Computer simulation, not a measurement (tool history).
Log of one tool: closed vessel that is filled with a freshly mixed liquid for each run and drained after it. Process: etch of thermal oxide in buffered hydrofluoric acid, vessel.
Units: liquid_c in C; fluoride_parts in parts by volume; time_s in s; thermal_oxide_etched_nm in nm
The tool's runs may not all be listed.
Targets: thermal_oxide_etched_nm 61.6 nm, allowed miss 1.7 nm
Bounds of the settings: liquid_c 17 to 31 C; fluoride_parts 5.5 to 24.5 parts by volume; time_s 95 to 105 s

run,hour,liquid_c,fluoride_parts,time_s,thermal_oxide_etched_nm
1,0,23,15,95,68.618
2,2.3,23,15,95,68.653
3,4.1,22.5,15,95,66.728
4,12.6,22.5,10.5,95,94.536
5,14.9,21,11,95,83.774
6,23.5,20,11.5,95,75.577
7,26.9,20,11.5,95,75.512
8,35.1,19,11.5,95,71.114
9,42.4,18.5,11.5,95,69.193
10,44.4,18.5,11.5,95,69.174

5 next moves are on the table. One of them brings every result within its allowed miss. Which?
A,46.4,17,12,100,?
B,46.4,18.5,13,105,?
C,46.4,22,14.5,95,?
D,46.4,18,13,105,?
E,46.4,19,14,100,?

move,thermal_oxide_etched_nm
A,64.254
B,67.933
C,67.162
D,66.035
E,61.883
A: nearer than the last run, and not there yet
B: nearer than the last run, and not there yet
C: nearer than the last run, and not there yet
D: nearer than the last run, and not there yet
E: meets every target
The right move is E.
